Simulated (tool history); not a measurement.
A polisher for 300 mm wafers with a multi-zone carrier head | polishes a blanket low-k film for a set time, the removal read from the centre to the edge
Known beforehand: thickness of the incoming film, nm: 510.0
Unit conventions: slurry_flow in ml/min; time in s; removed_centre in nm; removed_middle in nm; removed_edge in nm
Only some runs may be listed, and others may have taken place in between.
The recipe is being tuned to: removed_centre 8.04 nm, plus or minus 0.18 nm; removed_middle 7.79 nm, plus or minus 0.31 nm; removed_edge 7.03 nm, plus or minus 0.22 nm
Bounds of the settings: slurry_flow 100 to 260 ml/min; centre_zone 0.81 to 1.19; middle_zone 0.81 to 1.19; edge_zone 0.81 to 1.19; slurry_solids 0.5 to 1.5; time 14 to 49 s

Run 1, hour 0: slurry_flow 165 ml/min, centre_zone 1, middle_zone 1, edge_zone 1, slurry_solids 1, time 31 s. Result: removed_centre 7.4035 nm, removed_middle 6.9734 nm, removed_edge 6.7841 nm.
Run 2, hour 8: slurry_flow 165 ml/min, centre_zone 1, middle_zone 1, edge_zone 1, slurry_solids 1, time 38 s. Result: removed_centre 9.0735 nm, removed_middle 8.3762 nm, removed_edge 8.2969 nm.
Run 3, hour 14.9: slurry_flow 155 ml/min, centre_zone 0.99, middle_zone 1, edge_zone 0.95, slurry_solids 0.95, time 38 s. Result: removed_centre 8.6589 nm, removed_middle 8.3515 nm, removed_edge 7.9809 nm.
Run 4, hour 17.6: slurry_flow 155 ml/min, centre_zone 0.99, middle_zone 0.92, edge_zone 0.95, slurry_solids 0.95, time 38 s. Result: removed_centre 8.6552 nm, removed_middle 7.9065 nm, removed_edge 7.8965 nm.
Run 5, hour 21.5: slurry_flow 155 ml/min, centre_zone 0.99, middle_zone 0.92, edge_zone 0.95, slurry_solids 0.95, time 34 s. Result: removed_centre 7.7482 nm, removed_middle 6.9638 nm, removed_edge 7.1487 nm.
Run 6, hour 25.7: slurry_flow 155 ml/min, centre_zone 1.06, middle_zone 0.92, edge_zone 0.95, slurry_solids 0.95, time 34 s. Result: removed_centre 8.2287 nm, removed_middle 7.0436 nm, removed_edge 7.0354 nm.
Run 7, hour 27.2: slurry_flow 155 ml/min, centre_zone 1.05, middle_zone 0.96, edge_zone 0.94, slurry_solids 0.95, time 34 s. Result: removed_centre 8.2489 nm, removed_middle 7.3087 nm, removed_edge 6.9771 nm.
Run 8, hour 34.9: slurry_flow 150 ml/min, centre_zone 1.04, middle_zone 0.98, edge_zone 0.94, slurry_solids 0.95, time 34 s. Result: removed_centre 7.9872 nm, removed_middle 7.1842 nm, removed_edge 7.0953 nm.
Run 9, hour 40.7: slurry_flow 180 ml/min, centre_zone 1.02, middle_zone 1.06, edge_zone 0.84, slurry_solids 1, time 34 s. Result: removed_centre 8.2993 nm, removed_middle 8.0561 nm, removed_edge 6.9395 nm.
Run 10, hour 45.8: slurry_flow 175 ml/min, centre_zone 1.02, middle_zone 1.05, edge_zone 0.85, slurry_solids 1, time 34 s. Result: removed_centre 8.3193 nm, removed_middle 7.8882 nm, removed_edge 6.9752 nm.
Run 11, hour 48: slurry_flow 170 ml/min, centre_zone 1.02, middle_zone 1.05, edge_zone 0.86, slurry_solids 1, time 34 s. Result: removed_centre 8.283 nm, removed_middle 7.9202 nm, removed_edge 6.9817 nm.
Run 12, hour 52.8: slurry_flow 165 ml/min, centre_zone 1.02, middle_zone 1.05, edge_zone 0.87, slurry_solids 1, time 34 s. Result: removed_centre 8.2833 nm, removed_middle 7.8229 nm, removed_edge 7.0406 nm.

Which single option among these 4 for the next run brings every result within its allowed miss of target? Just one does.
Run A, hour 57.6: slurry_flow 120 ml/min, centre_zone 0.98, middle_zone 1.02, edge_zone 0.93, slurry_solids 1.1, time 36 s. Result: removed_centre ?, removed_middle ?, removed_edge ?.
Run B, hour 57.6: slurry_flow 160 ml/min, centre_zone 0.97, middle_zone 1.1, edge_zone 0.92, slurry_solids 1.05, time 33 s. Result: removed_centre ?, removed_middle ?, removed_edge ?.
Run C, hour 57.6: slurry_flow 135 ml/min, centre_zone 1, middle_zone 1.05, edge_zone 0.85, slurry_solids 0.95, time 36 s. Result: removed_centre ?, removed_middle ?, removed_edge ?.
Run D, hour 57.6: slurry_flow 225 ml/min, centre_zone 0.97, middle_zone 1.08, edge_zone 0.81, slurry_solids 0.95, time 32 s. Result: removed_centre ?, removed_middle ?, removed_edge ?.

move  removed_centre  removed_middle  removed_edge
   A           8.051          7.7584        7.5665
   B          7.7364          7.8403         7.097
   C          8.0414          7.7242        7.0312
   D            7.69          7.6493        6.5269
A: brings the result that was furthest off to its target, and leaves another outside
B: takes the biggest miss from the last run beyond its target
C: in spec on every target
D: takes the biggest miss from the last run beyond its target
The move that meets every target is C.
